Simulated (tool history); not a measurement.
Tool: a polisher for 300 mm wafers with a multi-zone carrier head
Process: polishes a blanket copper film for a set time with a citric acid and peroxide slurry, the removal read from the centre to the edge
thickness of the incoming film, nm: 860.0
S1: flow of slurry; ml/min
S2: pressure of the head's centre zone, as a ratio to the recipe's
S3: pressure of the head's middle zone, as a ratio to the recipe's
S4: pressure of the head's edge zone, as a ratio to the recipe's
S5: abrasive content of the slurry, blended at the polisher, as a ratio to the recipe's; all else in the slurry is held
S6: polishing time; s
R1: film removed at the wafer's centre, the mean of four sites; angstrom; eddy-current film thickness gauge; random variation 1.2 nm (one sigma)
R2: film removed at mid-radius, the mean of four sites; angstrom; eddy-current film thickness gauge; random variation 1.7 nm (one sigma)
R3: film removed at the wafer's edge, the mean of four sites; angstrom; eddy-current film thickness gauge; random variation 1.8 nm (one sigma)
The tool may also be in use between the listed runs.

{"run": 1, "day": 0.0, "S1": 160, "S2": 1.0, "S3": 1.0, "S4": 1.0, "S5": 1.0, "S6": 62, "R1": 2389.0, "R2": 2378.2, "R3": 2387.6}
{"run": 2, "day": 0.179, "S1": 160, "S2": 1.03, "S3": 1.0, "S4": 1.0, "S5": 1.0, "S6": 62, "R1": 2444.4, "R2": 2380.2, "R3": 2407.7}
{"run": 3, "day": 0.317, "S1": 160, "S2": 1.03, "S3": 0.94, "S4": 1.0, "S5": 1.0, "S6": 62, "R1": 2466.7, "R2": 2259.3, "R3": 2401.3}
{"run": 4, "day": 0.458, "S1": 160, "S2": 1.08, "S3": 0.94, "S4": 1.0, "S5": 1.0, "S6": 62, "R1": 2605.6, "R2": 2257.6, "R3": 2375.8}
{"run": 5, "day": 0.783, "S1": 160, "S2": 1.08, "S3": 0.93, "S4": 0.97, "S5": 0.9, "S6": 57, "R1": 2321.4, "R2": 2028.0, "R3": 2114.6}
{"run": 6, "day": 1.054, "S1": 160, "S2": 1.08, "S3": 0.92, "S4": 0.95, "S5": 0.8, "S6": 53, "R1": 2115.2, "R2": 1843.2, "R3": 1939.9}
{"run": 7, "day": 1.117, "S1": 160, "S2": 1.09, "S3": 0.92, "S4": 0.93, "S5": 0.75, "S6": 50, "R1": 1996.0, "R2": 1685.8, "R3": 1794.4}
{"run": 8, "day": 1.429, "S1": 145, "S2": 1.07, "S3": 0.98, "S4": 0.83, "S5": 0.5, "S6": 40, "R1": 1459.5, "R2": 1320.2, "R3": 1251.3}
{"run": 9, "day": 1.762, "S1": 150, "S2": 1.07, "S3": 0.97, "S4": 0.84, "S5": 0.5, "S6": 40, "R1": 1471.4, "R2": 1333.1, "R3": 1273.0}
{"run": 10, "day": 2.071, "S1": 150, "S2": 1.07, "S3": 0.97, "S4": 0.84, "S5": 0.5, "S6": 40, "R1": 1477.9, "R2": 1328.3, "R3": 1272.4}

The next listed run, before its measurement:
{"run": 11, "day": 2.179, "S1": 155, "S2": 1.07, "S3": 0.96, "S4": 0.85, "S5": 0.5, "S6": 40, "R1": "?", "R2": "?", "R3": "?"}

{"run 11": {"R1": 1465.4, "R2": 1333.9, "R3": 1296.2}}
